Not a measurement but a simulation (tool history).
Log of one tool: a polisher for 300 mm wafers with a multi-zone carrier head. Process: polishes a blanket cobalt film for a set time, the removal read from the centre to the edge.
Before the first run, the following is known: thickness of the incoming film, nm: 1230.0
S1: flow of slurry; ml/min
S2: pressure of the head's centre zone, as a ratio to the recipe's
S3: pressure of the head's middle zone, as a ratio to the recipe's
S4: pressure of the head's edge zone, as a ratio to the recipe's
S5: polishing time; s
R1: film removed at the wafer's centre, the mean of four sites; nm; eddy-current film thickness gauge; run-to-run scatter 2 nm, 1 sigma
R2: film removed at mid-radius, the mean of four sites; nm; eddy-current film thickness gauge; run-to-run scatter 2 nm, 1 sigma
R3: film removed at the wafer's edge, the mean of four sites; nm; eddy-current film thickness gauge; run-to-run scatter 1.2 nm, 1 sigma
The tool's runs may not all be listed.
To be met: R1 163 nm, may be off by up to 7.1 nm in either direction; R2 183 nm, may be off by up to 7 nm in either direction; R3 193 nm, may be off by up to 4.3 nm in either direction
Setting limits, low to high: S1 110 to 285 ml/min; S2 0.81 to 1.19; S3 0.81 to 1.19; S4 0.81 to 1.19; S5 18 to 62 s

run,hour,S1,S2,S3,S4,S5,R1,R2,R3
1,0,180,1,1,1,40,256.67,261.9,256.62
2,2.3,180,0.93,1,1,40,237.85,263.65,256.94
3,6.6,180,0.93,1,1.07,40,241,259.87,264.1
4,14.6,170,0.91,0.97,1.03,38,217.7,242.69,246.25
5,18.3,170,0.91,0.92,1.03,38,217.86,231.08,249.15
6,24.8,170,0.91,0.92,1.03,46,263.71,286.16,297.26
7,27.6,160,0.9,0.91,0.99,42,243.95,249.34,264.66
8,29.5,165,0.88,0.92,0.99,38,212.01,230.12,240.97
9,35.9,160,0.86,0.91,0.97,36,202.16,215.99,225.38
10,39.7,155,0.85,0.91,0.98,34,186.94,205.93,212.38
11,40.9,150,0.84,0.9,0.98,33,179.16,192,204.43
12,46.5,145,0.83,0.91,0.99,33,170,197.38,206.57
13,51.6,140,0.83,0.9,0.98,33,175.15,192.2,203.45
14,57.7,135,0.82,0.9,0.98,33,166.92,193.02,204.78
15,58.2,120,0.83,0.87,0.9,32,166.34,182.56,188.19
16,66.2,120,0.83,0.87,0.91,32,163.17,179.1,186.72

Which of these 4 next moves meets every target?
A,74.2,110,0.82,0.89,0.94,33,?,?,?
B,74.2,120,0.84,0.91,0.86,32,?,?,?
C,74.2,110,0.88,0.82,1.02,32,?,?,?
D,74.2,135,0.82,0.95,0.89,31,?,?,?

move,R1,R2,R3
A,159.94,180.07,192.64
B,160.85,179.8,181.24
C,163.93,166,194.38
D,156.37,182.55,180.76
A: every result lands within tolerance
B: moves away from the targets compared with the last run
C: the worst result of the last run now meets its target, but another is out of spec
D: moves away from the targets compared with the last run
Go with A: it meets all targets.

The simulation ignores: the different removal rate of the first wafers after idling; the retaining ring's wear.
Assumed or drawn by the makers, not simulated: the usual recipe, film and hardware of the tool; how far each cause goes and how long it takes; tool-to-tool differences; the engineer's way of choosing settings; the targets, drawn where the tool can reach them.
